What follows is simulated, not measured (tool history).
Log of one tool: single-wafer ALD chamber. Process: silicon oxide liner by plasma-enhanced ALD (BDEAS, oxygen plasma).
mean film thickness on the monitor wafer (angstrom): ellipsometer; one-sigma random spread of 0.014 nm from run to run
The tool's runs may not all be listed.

run  hour  heater temperature setpoint (°C)  number of ALD cycles (cycles)  mean film thickness on the monitor wafer (angstrom)
  1     0                               315                             48                                               45.906
  2     9                               321                             48                                               45.225
  3  15.5                               314                             48                                               45.579
  4    17                               319                             48                                               45.324
  5  20.7                               315                             50                                               47.607
  6  22.2                               319                             50                                               47.367
  7  27.5                               316                             51                                               48.657
  8  31.7                               313                             52                                                49.84
  9  38.9                               311                             53                                               51.109
 10  40.9                               309                             53                                               51.118

Run 11 has not been measured yet. What should we expect?
 11  43.2                               308                             53                                                    ?

Run 11 measured mean film thickness on the monitor wafer (angstrom) 51.178.
